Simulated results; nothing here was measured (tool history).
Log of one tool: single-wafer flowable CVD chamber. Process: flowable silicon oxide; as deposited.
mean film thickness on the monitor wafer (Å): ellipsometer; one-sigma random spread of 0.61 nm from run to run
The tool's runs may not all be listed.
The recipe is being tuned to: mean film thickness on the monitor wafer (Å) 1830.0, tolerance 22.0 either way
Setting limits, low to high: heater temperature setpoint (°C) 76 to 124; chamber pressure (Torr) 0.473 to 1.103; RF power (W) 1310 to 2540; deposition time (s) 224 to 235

run	hour	heater temperature setpoint (°C)	chamber pressure (Torr)	RF power (W)	deposition time (s)	mean film thickness on the monitor wafer (Å)
1	0.0	100	0.788	1925	235	1446.7
2	8.0	100	0.788	2160	235	1469.7
3	10.6	98	0.788	2160	235	1591.4
4	14.1	97	0.788	2160	235	1663.6
5	15.8	96	0.788	2160	235	1725.3
6	21.6	89	0.788	2160	235	2220.5
7	22.9	90	0.788	2160	235	2159.0
8	31.0	91	0.788	2160	235	2087.1
9	37.4	92	0.788	2160	235	2002.1
10	44.8	93	0.788	2160	235	1919.6
11	48.9	94	0.788	2160	235	1862.3

4 next moves are on the table. One of them brings every result within its allowed miss. Which?
A	53.0	95	0.828	2210	235	?
B	53.0	94	0.805	2220	233	?
C	53.0	90	0.727	1710	235	?
D	53.0	94	0.802	2200	226	?

move	mean film thickness on the monitor wafer (Å)
A	1874.3
B	1880.5
C	1896.9
D	1814.7
A: misses by more than the last run did
B: misses by more than the last run did
C: misses by more than the last run did
D: each result inside its tolerance
The right move is D.
